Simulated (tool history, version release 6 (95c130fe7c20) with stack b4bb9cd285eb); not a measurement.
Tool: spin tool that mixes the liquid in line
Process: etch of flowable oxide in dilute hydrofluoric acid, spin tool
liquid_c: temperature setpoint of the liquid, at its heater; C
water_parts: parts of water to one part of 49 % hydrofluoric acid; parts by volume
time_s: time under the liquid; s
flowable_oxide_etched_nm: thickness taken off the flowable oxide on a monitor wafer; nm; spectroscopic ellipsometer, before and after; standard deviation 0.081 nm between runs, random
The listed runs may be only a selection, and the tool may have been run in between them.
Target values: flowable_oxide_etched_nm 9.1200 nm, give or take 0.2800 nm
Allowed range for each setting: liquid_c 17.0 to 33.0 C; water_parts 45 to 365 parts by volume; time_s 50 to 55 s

run  hour  liquid_c  water_parts  time_s  flowable_oxide_etched_nm
  1   0.0      25.0          205      50                   12.9900
  2   3.9      28.5          205      50                   14.8550
  3   9.4      26.0          210      50                   12.9140
  4  14.5      26.0          210      55                   14.1810
     16.8  -- hydrofluoric acid flow meter replaced
  5  16.8      26.0          260      55                    9.8840
  6  23.8      26.0          260      55                    9.8992
  7  29.3      25.5          260      55                    9.7474
  8  33.7      25.0          260      55                    9.6389

Next run, 5 choices. One meets every target within its allowed miss, the rest don't. Which?
  A  38.1      24.5          245      50                         ?
  B  38.1      21.0          230      55                         ?
  C  38.1      28.0          275      55                         ?
  D  38.1      25.0          255      55                         ?
  E  38.1      24.0          245      55                         ?

move  flowable_oxide_etched_nm
   A                    9.0975
   B                    9.5203
   C                    9.7494
   D                    9.6860
   E                    9.8297
A: all results land within tolerance of their targets
B: gains on the last run, yet a result remains outside its allowed miss
C: the biggest miss grows against the last run
D: the biggest miss grows against the last run
E: the biggest miss grows against the last run
Go with A: it meets all targets.
